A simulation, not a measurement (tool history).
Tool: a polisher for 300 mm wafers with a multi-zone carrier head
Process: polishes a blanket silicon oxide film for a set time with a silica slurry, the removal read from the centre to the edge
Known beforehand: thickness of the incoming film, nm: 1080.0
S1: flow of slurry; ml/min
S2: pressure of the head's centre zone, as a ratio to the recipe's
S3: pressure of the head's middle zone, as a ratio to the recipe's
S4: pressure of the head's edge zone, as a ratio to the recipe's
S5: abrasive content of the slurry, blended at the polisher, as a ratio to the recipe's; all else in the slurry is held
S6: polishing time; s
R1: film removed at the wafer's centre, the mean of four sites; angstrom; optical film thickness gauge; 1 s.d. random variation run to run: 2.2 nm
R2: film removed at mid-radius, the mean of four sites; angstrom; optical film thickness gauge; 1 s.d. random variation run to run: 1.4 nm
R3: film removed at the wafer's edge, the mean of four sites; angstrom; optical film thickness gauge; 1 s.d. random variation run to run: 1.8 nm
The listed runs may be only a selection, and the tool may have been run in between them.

run	hour	S1	S2	S3	S4	S5	S6	R1	R2	R3
1	0	230	1	1	1	1	75	1922.8	1885.8	1919.1
2	9	230	1.01	0.99	0.98	0.9	74	1824.1	1755.3	1810.3
3	10.8	230	1.01	0.93	0.98	0.9	74	1791.1	1657.8	1781.9
4	13.4	235	1.02	0.93	0.95	0.8	73	1701.5	1560.3	1604.3
5	17.4	235	1.02	0.91	0.93	0.75	73	1646.8	1479.1	1573.6
6	25.5	210	1.02	0.91	0.93	0.75	73	1629.9	1467.8	1543.2
7	27.2	210	1.02	0.91	0.93	0.75	73	1691.6	1450.5	1554.2
8	33	210	1.02	0.91	0.91	0.7	73	1560.3	1407.7	1470.3

Run 9, settings as shown, results not yet in. Your forecast:
9	37.4	205	1.09	0.87	0.81	0.65	72	?	?	?

{"run 9": {"R1": 1600, "R2": 1262.2, "R3": 1356.4}}
